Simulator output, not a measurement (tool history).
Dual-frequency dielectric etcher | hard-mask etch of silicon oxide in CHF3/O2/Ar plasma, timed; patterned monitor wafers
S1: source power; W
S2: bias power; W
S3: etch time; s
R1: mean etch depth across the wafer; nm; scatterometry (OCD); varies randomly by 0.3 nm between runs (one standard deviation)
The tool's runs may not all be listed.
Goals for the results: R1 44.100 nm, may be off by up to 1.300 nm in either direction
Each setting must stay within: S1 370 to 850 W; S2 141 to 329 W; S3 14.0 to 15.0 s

run 1 hour=0.0 | S1=610 S2=235 S3=15.0 | R1=37.372
run 2 hour=2.5 | S1=650 S2=244 S3=15.0 | R1=38.819
run 3 hour=9.6 | S1=650 S2=224 S3=15.0 | R1=38.377
run 4 hour=17.0 | S1=690 S2=229 S3=15.0 | R1=39.352
run 5 hour=25.7 | S1=690 S2=229 S3=14.0 | R1=36.943
run 6 hour=32.0 | S1=690 S2=259 S3=14.0 | R1=38.071
run 7 hour=36.5 | S1=720 S2=267 S3=14.0 | R1=38.963
run 8 hour=44.4 | S1=740 S2=274 S3=14.0 | R1=39.626
run 9 hour=48.7 | S1=760 S2=280 S3=14.0 | R1=40.217

Exactly one of the 4 candidate moves below puts every result within its allowed miss. Which one?
run A hour=53.0 | S1=810 S2=321 S3=15.0 | R1=?
run B hour=53.0 | S1=850 S2=325 S3=14.0 | R1=?
run C hour=53.0 | S1=750 S2=280 S3=14.5 | R1=?
run D hour=53.0 | S1=690 S2=254 S3=15.0 | R1=?

move=A R1=45.973
move=B R1=44.049
move=C R1=41.529
move=D R1=40.353
A: carries the result that was furthest off beyond its target, to the other side
B: in spec on every target
C: closer than the last run, but not yet in spec
D: no better and no worse than the last run
So the answer is move B, the one that meets all the targets.
